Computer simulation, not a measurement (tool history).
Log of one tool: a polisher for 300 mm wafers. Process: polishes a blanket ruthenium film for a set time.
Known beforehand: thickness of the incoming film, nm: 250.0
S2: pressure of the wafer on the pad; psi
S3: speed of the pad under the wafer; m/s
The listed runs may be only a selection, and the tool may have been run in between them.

Run 1, hour 0: flow of slurry (ml/min) 155, S2 1.8 psi, S3 1.08 m/s, polishing time (s) 66. Result: film removed (nm) 83.386.
Run 2, hour 5.2: flow of slurry (ml/min) 160, S2 1.9 psi, S3 1.08 m/s, polishing time (s) 66. Result: film removed (nm) 88.591.
Run 3, hour 13.9: flow of slurry (ml/min) 160, S2 1.9 psi, S3 1.08 m/s, polishing time (s) 69. Result: film removed (nm) 91.223.
Run 4, hour 19.9: flow of slurry (ml/min) 140, S2 1.9 psi, S3 1.08 m/s, polishing time (s) 69. Result: film removed (nm) 89.192.
Run 5, hour 27.6: flow of slurry (ml/min) 140, S2 1.5 psi, S3 1.08 m/s, polishing time (s) 69. Result: film removed (nm) 70.74.
Run 6, hour 32.3: flow of slurry (ml/min) 150, S2 1.6 psi, S3 1.08 m/s, polishing time (s) 69. Result: film removed (nm) 77.752.
Run 7, hour 33.8: flow of slurry (ml/min) 160, S2 1.7 psi, S3 1.08 m/s, polishing time (s) 69. Result: film removed (nm) 82.713.
Run 8, hour 38.5: flow of slurry (ml/min) 160, S2 1.7 psi, S3 1.08 m/s, polishing time (s) 69. Result: film removed (nm) 81.944.

Run 9 is up next; what results do you expect?
Run 9, hour 46.6: flow of slurry (ml/min) 165, S2 1.8 psi, S3 1.08 m/s, polishing time (s) 69. Result: film removed (nm) ?.

{"run 9": {"film removed (nm)": 86.805}}

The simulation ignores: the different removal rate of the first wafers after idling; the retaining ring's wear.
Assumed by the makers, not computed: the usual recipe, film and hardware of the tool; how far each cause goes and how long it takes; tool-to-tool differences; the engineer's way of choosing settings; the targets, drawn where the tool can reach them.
